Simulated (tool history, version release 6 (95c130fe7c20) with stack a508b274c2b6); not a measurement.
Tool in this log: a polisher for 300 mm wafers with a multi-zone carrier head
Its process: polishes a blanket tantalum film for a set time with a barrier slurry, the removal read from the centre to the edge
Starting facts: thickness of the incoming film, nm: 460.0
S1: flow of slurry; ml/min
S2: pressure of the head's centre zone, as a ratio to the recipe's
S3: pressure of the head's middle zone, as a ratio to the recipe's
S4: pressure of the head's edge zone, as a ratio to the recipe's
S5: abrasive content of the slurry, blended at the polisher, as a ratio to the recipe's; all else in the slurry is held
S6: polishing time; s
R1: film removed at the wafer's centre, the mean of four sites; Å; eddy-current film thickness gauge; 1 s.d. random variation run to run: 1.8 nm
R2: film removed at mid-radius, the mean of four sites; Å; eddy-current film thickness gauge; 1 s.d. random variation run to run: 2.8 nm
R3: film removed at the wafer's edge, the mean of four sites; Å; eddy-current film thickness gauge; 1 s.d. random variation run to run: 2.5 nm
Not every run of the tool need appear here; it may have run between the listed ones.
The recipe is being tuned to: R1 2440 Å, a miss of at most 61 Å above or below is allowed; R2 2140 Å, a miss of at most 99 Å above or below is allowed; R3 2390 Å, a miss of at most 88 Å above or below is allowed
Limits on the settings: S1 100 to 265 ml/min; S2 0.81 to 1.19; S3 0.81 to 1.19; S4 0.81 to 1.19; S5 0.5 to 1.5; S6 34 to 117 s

run	hour	S1	S2	S3	S4	S5	S6	R1	R2	R3
1	0	170	1	1	1	1	75	1678.7	1638.9	1676.5
2	3.2	170	1	1	1	1	92	2075.1	2027.4	2066.9
3	10.9	170	1	1.05	1	1	92	2072	2082.4	1992.8
4	12.7	170	1	1.05	1	0.8	92	1957.3	1974.6	1886.4
5	19.2	170	1	1.05	1	0.95	92	2043.2	2049.3	2063.8
6	21.8	180	1.02	1.04	1.04	0.95	92	2105.4	2105.6	2085.6
7	25.4	190	1.04	1.01	1.06	0.95	92	2148.3	2001.6	2110
8	31.9	195	1.05	1.01	1.08	1	92	2256.8	2070.4	2147.2
9	36.4	200	1.05	1	1.1	1.05	92	2257.9	2080.8	2206.3

Which of these 5 next moves meets every target?
A	40.9	170	0.99	1.02	1.14	1.05	90	?	?	?
B	40.9	265	0.95	1.02	1.16	0.85	94	?	?	?
C	40.9	195	1.02	0.97	1.14	1.15	92	?	?	?
D	40.9	180	1.06	0.93	1.1	1	102	?	?	?
E	40.9	245	0.99	1.08	1.11	0.85	90	?	?	?

move	R1	R2	R3
A	2037.7	2050.1	2200.6
B	2059.5	2145.1	2287.5
C	2247.6	2110.3	2338.1
D	2466.5	2164.8	2436.6
E	2036.3	2123.3	2125.6
A: lands further from the targets than the last run did
B: lands further from the targets than the last run did
C: lands further from the targets than the last run did
D: hits every target within its allowed miss
E: lands further from the targets than the last run did
So the answer is move D, the one that meets all the targets.

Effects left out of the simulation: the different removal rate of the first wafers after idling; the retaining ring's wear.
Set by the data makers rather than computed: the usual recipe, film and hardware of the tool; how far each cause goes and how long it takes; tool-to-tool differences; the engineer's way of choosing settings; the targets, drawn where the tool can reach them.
